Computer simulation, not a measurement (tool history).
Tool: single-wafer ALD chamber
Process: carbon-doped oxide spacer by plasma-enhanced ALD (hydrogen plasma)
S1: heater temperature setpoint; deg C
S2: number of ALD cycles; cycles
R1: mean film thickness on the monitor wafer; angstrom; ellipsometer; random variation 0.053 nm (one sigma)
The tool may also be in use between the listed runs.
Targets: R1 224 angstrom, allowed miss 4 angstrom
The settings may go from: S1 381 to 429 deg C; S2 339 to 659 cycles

{"run": 1, "day": 0.0, "S1": 405, "S2": 499, "R1": 266.52}
{"run": 2, "day": 0.15, "S1": 409, "S2": 478, "R1": 252.76}
{"run": 3, "day": 0.242, "S1": 413, "S2": 478, "R1": 249.93}
{"run": 4, "day": 0.6, "S1": 415, "S2": 465, "R1": 241.86}
{"run": 5, "day": 0.696, "S1": 415, "S2": 507, "R1": 263.43}
{"run": 6, "day": 1.029, "S1": 410, "S2": 507, "R1": 266.4}
{"run": 7, "day": 1.354, "S1": 413, "S2": 484, "R1": 252.12}
{"run": 8, "day": 1.629, "S1": 423, "S2": 427, "R1": 217.07}

Which of these 4 next moves meets every target?
{"run": "A", "day": 1.904, "S1": 428, "S2": 447, "R1": "?"}
{"run": "B", "day": 1.904, "S1": 424, "S2": 464, "R1": "?"}
{"run": "C", "day": 1.904, "S1": 419, "S2": 459, "R1": "?"}
{"run": "D", "day": 1.904, "S1": 425, "S2": 460, "R1": "?"}

move=A R1=223.95
move=B R1=235.27
move=C R1=236.19
move=D R1=232.54
A: meets every target
B: takes the result that was furthest off past its target
C: takes the result that was furthest off past its target
D: takes the result that was furthest off past its target
The right move is A.

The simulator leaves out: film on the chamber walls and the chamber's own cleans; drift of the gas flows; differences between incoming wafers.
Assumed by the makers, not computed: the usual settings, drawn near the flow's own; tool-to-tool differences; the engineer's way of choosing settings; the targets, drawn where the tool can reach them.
